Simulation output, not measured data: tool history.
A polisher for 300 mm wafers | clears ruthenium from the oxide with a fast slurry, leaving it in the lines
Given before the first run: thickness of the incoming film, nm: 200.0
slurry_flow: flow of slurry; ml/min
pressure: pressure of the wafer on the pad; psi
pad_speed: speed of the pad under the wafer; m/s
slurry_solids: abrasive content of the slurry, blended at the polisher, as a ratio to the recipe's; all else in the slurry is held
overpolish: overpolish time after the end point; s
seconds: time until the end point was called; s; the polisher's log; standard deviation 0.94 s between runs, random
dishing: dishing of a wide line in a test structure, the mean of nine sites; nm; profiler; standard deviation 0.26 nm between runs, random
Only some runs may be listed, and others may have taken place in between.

run 1 hour=0.0 | slurry_flow=290 pressure=2.9 pad_speed=1.00 slurry_solids=1.0 overpolish=11 | seconds=41.327 dishing=35.774
run 2 hour=8.1 | slurry_flow=290 pressure=3.5 pad_speed=1.00 slurry_solids=1.0 overpolish=11 | seconds=33.568 dishing=42.086
run 3 hour=15.4 | slurry_flow=290 pressure=3.5 pad_speed=0.88 slurry_solids=1.0 overpolish=11 | seconds=38.373 dishing=37.929
run 4 hour=23.6 | slurry_flow=290 pressure=3.1 pad_speed=0.84 slurry_solids=1.0 overpolish=12 | seconds=45.885 dishing=35.867
run 5 hour=31.5 | slurry_flow=290 pressure=3.1 pad_speed=1.02 slurry_solids=1.0 overpolish=12 | seconds=37.373 dishing=41.532
run 6 hour=37.9 | slurry_flow=290 pressure=2.8 pad_speed=0.96 slurry_solids=1.0 overpolish=13 | seconds=43.610 dishing=39.188
run 7 hour=46.5 | slurry_flow=290 pressure=2.5 pad_speed=0.90 slurry_solids=1.0 overpolish=14 | seconds=52.748 dishing=35.887
run 8 hour=54.6 | slurry_flow=290 pressure=2.3 pad_speed=0.86 slurry_solids=1.0 overpolish=15 | seconds=59.227 dishing=34.507
run 9 hour=61.4 | slurry_flow=290 pressure=2.1 pad_speed=0.82 slurry_solids=1.0 overpolish=15 | seconds=67.871 dishing=30.555
run 10 hour=67.7 | slurry_flow=280 pressure=1.3 pad_speed=0.74 slurry_solids=1.0 overpolish=18 | seconds=117.300 dishing=22.382
run 11 hour=69.1 | slurry_flow=355 pressure=1.6 pad_speed=0.74 slurry_solids=1.0 overpolish=18 | seconds=94.017 dishing=27.448

Run 12 has not been measured yet. What should we expect?
run 12 hour=73.9 | slurry_flow=345 pressure=1.6 pad_speed=0.74 slurry_solids=1.0 overpolish=18 | seconds=? dishing=?

{"run 12": {"seconds": 94.397, "dishing": 27.155}}
